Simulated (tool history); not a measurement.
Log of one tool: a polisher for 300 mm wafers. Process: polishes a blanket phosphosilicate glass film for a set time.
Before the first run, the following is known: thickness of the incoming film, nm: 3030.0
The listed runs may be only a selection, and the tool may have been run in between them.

run,hour,flow of slurry (ml/min),pressure of the wafer on the pad (kPa),speed of the pad under the wafer (m/s),abrasive content of the slurry,polishing time (s),film removed (angstrom)
1,0.0,270,26.9,1.18,1.0,26,2524.6
2,3.4,270,31.7,1.18,1.0,26,2996.6
3,11.1,270,27.6,1.14,1.0,26,2548.7
4,17.7,270,24.1,1.08,1.0,26,2141.7
5,18.9,270,21.4,1.06,1.0,26,1914.2
6,27.3,270,21.4,1.28,1.0,26,2189.4
7,33.1,270,19.3,1.22,1.0,26,1913.9
8,39.5,270,17.9,1.18,1.0,26,1737.3

Forecast run 9:
9,40.5,260,12.4,1.06,1.0,26,?

{"run 9": {"film removed (angstrom)": 1114.4}}
